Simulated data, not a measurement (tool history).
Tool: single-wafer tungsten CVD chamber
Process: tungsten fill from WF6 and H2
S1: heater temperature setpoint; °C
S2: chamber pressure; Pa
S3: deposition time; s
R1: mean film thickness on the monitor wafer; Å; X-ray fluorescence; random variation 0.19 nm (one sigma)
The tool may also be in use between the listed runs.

Run 1, hour 0: S1 370 °C, S2 6093 Pa, S3 36.8 s. Result: R1 749.09 Å.
Run 2, hour 0.5: S1 363 °C, S2 6093 Pa, S3 36.8 s. Result: R1 628.64 Å.
Run 3, hour 8.9: S1 363 °C, S2 6946 Pa, S3 36.8 s. Result: R1 671.83 Å.
Run 4, hour 16.9: S1 372 °C, S2 6946 Pa, S3 36.8 s. Result: R1 838.42 Å.
Run 5, hour 18.2: S1 364 °C, S2 6946 Pa, S3 36.8 s. Result: R1 692.84 Å.
Run 6, hour 20.4: S1 364 °C, S2 7693 Pa, S3 36.8 s. Result: R1 727.04 Å.
Run 7, hour 28.4: S1 364 °C, S2 7693 Pa, S3 36.8 s. Result: R1 721.85 Å.

Run 8 comes next. What will it give?
Run 8, hour 33: S1 361 °C, S2 7666 Pa, S3 36.8 s. Result: R1 ?.

{"run 8": {"R1": 671.58}}
